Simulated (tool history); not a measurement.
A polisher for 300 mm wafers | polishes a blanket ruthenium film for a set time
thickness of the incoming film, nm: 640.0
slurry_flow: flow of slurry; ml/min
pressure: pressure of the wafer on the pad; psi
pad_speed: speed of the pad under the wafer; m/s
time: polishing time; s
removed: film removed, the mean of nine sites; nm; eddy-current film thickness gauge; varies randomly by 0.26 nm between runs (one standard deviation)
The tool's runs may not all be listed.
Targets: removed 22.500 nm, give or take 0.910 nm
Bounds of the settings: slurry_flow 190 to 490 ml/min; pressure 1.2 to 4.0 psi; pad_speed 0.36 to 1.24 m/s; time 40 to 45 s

| run | day | slurry_flow | pressure | pad_speed | time | removed |
|---|---|---|---|---|---|---|
| 1 | 0.000 | 315 | 2.6 | 0.80 | 45 | 47.114 |
| 2 | 0.083 | 315 | 2.3 | 0.76 | 45 | 39.736 |
| 3 | 0.142 | 315 | 2.3 | 0.76 | 40 | 35.096 |
| 4 | 0.321 | 315 | 2.1 | 0.76 | 40 | 31.735 |
| 5 | 0.425 | 315 | 2.0 | 0.76 | 40 | 30.833 |
| 6 | 0.492 | 315 | 1.9 | 0.76 | 40 | 29.324 |
| 7 | 0.550 | 315 | 1.9 | 0.76 | 40 | 28.968 |
| 8 | 0.833 | 315 | 1.2 | 0.74 | 40 | 18.331 |
| 9 | 1.104 | 315 | 1.3 | 0.74 | 40 | 19.793 |
| 10 | 1.304 | 315 | 1.4 | 0.74 | 40 | 21.149 |

Exactly one of the 5 candidate moves below puts every result within its allowed miss. Which one?
| A | 1.504 | 275 | 1.4 | 0.66 | 41 | ? |
| B | 1.504 | 275 | 1.7 | 0.56 | 40 | ? |
| C | 1.504 | 275 | 1.5 | 0.66 | 41 | ? |
| D | 1.504 | 310 | 1.6 | 0.60 | 41 | ? |
| E | 1.504 | 325 | 1.3 | 0.80 | 42 | ? |

| move | removed |
|---|---|
| A | 19.503 |
| B | 19.542 |
| C | 20.821 |
| D | 20.447 |
| E | 22.814 |
A: further off than the last run
B: further off than the last run
C: further off than the last run
D: further off than the last run
E: all results in spec
E meets every target.
